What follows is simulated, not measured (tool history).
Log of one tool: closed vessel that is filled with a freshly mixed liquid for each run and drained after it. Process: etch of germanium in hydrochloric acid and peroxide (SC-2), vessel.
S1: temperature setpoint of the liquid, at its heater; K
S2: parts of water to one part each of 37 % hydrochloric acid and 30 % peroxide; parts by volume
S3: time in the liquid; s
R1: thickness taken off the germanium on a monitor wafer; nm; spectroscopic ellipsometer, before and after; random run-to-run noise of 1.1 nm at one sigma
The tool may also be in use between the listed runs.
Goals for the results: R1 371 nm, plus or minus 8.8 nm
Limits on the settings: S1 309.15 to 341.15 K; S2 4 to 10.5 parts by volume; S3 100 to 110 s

run  hour      S1   S2   S3      R1
  1     0  325.15  5.5  100  271.46
  2   1.4  322.15  5.5  100  247.97
  3   9.8  325.65  5.5  100  275.36
  4  10.9  325.65    4  100  276.81
  5  12.4  325.65  5.5  100  276.29
  6  17.2  328.15  5.5  100  296.28
  7  19.7  330.15  5.5  100  318.59
  8  22.6  331.65  5.5  100  331.81
  9  28.8  332.65  5.5  100  341.37
 10    36  333.15  5.5  100  346.39
 11  44.1  333.65  5.5  100  351.95
 12  52.9  334.15  5.5  100  358.65
 13  57.3  334.15  5.5  100  357.78

4 next moves are on the table. One of them brings every result within its allowed miss. Which?
  A  61.7  339.65  10.5  100   ?
  B  61.7  331.65     4  110   ?
  C  61.7  334.15   6.5  110   ?
  D  61.7  336.65     5  100   ?

move      R1
   A  399.77
   B   369.2
   C  391.56
   D  387.99
A: pushes the last run's worst result past its target
B: in spec on every target
C: pushes the last run's worst result past its target
D: pushes the last run's worst result past its target
Go with B: it meets all targets.

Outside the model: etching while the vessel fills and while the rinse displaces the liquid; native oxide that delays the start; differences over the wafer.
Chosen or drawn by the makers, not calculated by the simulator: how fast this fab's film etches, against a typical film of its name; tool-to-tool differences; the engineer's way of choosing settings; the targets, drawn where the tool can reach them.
